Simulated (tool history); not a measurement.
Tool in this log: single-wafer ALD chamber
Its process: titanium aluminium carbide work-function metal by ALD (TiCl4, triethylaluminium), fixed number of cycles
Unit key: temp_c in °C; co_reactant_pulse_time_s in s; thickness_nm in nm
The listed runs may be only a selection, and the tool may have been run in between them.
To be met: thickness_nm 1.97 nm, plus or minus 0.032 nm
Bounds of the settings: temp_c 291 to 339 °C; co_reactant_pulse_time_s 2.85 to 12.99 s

run  hour  temp_c  co_reactant_pulse_time_s  thickness_nm
  1     0     315                      7.92        2.1788
  2   2.5     322                      7.92        2.2223
  3     7     329                      7.92        2.2837
  4  15.1     323                      7.92        2.2395
  5  20.3     330                      7.92        2.2924
  6  26.2     325                      7.54        2.2267
     32.2  -- triethylaluminium bottle replaced
  7  32.2     321                      7.28        2.3771
  8  36.5     321                      7.71        2.4156
  9  39.4     324                      8.47        2.4733

Which of these 5 next moves meets every target?
  A  42.3     323                      5.16             ?
  B  42.3     315                      5.84             ?
  C  42.3     323                      4.35             ?
  D  42.3     316                      4.91             ?
  E  42.3     322                      5.96             ?

move  thickness_nm
   A        2.1463
   B        2.1877
   C        1.9813
   D        2.0485
   E        2.2593
A: closer than the last run, but not yet in spec
B: closer than the last run, but not yet in spec
C: every result within its allowed miss
D: closer than the last run, but not yet in spec
E: closer than the last run, but not yet in spec
C meets every target.
